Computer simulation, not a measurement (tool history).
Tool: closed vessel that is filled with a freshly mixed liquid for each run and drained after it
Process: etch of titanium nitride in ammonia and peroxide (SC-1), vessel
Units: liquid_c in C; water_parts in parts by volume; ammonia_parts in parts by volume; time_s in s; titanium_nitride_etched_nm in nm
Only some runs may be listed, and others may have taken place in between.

run 1 hour=0.0 | liquid_c=58.0 water_parts=16.5 ammonia_parts=0.90 time_s=150 | titanium_nitride_etched_nm=11.3350
run 2 hour=0.8 | liquid_c=56.5 water_parts=16.5 ammonia_parts=0.90 time_s=150 | titanium_nitride_etched_nm=10.2850
run 3 hour=6.4 | liquid_c=56.5 water_parts=16.5 ammonia_parts=0.60 time_s=150 | titanium_nitride_etched_nm=9.3788
run 4 hour=15.2 | liquid_c=62.5 water_parts=16.5 ammonia_parts=0.60 time_s=150 | titanium_nitride_etched_nm=14.1580
run 5 hour=19.5 | liquid_c=62.5 water_parts=16.5 ammonia_parts=0.60 time_s=165 | titanium_nitride_etched_nm=15.6610
run 6 hour=27.2 | liquid_c=62.5 water_parts=16.5 ammonia_parts=0.85 time_s=165 | titanium_nitride_etched_nm=16.6740

Predict the results of run 7:
run 7 hour=34.6 | liquid_c=54.5 water_parts=20.5 ammonia_parts=0.80 time_s=165 | titanium_nitride_etched_nm=?

{"run 7": {"titanium_nitride_etched_nm": 8.6887}}
